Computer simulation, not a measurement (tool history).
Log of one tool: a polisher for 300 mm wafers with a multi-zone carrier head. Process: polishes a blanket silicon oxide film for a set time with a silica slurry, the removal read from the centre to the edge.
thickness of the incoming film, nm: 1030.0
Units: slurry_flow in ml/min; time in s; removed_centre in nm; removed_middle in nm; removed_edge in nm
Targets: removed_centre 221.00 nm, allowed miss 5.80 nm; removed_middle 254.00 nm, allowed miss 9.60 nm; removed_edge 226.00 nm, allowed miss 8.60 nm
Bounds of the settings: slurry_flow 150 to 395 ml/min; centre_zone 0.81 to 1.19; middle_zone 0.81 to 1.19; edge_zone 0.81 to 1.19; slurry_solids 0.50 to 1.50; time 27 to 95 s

run	hour	slurry_flow	centre_zone	middle_zone	edge_zone	slurry_solids	time	removed_centre	removed_middle	removed_edge
1	0.0	250	1.00	1.00	1.00	1.00	61	268.46	270.64	268.72
2	3.9	245	0.99	1.00	0.98	1.00	61	264.88	265.69	266.17
3	8.0	245	0.99	1.00	0.98	1.00	76	328.50	334.81	335.82
4	13.3	245	0.99	1.00	0.98	1.00	65	278.25	290.35	285.51
5	19.4	250	0.99	1.01	0.97	0.95	65	270.93	278.88	273.10
6	22.8	250	0.99	0.98	0.97	0.95	65	272.17	272.54	274.45
7	27.6	230	0.90	1.05	0.87	0.70	64	183.06	215.44	198.93
8	31.8	240	0.91	1.06	0.88	0.70	64	188.71	218.69	196.14
9	37.9	240	0.91	1.06	0.88	0.70	64	186.89	218.18	196.57
10	40.2	245	0.92	1.07	0.90	0.70	64	191.59	223.78	197.27
11	48.1	295	0.96	1.08	1.00	0.85	64	241.09	271.80	254.41
12	55.3	285	0.96	1.08	0.99	0.85	64	238.58	271.05	248.74
13	59.8	275	0.96	1.08	0.98	0.85	64	240.95	269.77	249.06

Which of these 5 next moves meets every target?
A	64.3	345	1.08	1.16	0.93	0.95	55	?	?	?
B	64.3	320	0.94	1.19	0.87	0.85	63	?	?	?
C	64.3	255	1.17	1.04	0.89	0.85	63	?	?	?
D	64.3	290	1.00	1.16	1.03	0.80	59	?	?	?
E	64.3	305	0.88	1.18	0.96	1.10	49	?	?	?

move	removed_centre	removed_middle	removed_edge
A	261.03	274.26	232.14
B	237.60	293.89	236.03
C	289.71	256.57	235.52
D	223.01	253.65	226.10
E	205.66	270.08	228.86
A: further off than the last run
B: further off than the last run
C: further off than the last run
D: meets every target
E: takes the result that was furthest off past its target
The right move is D.
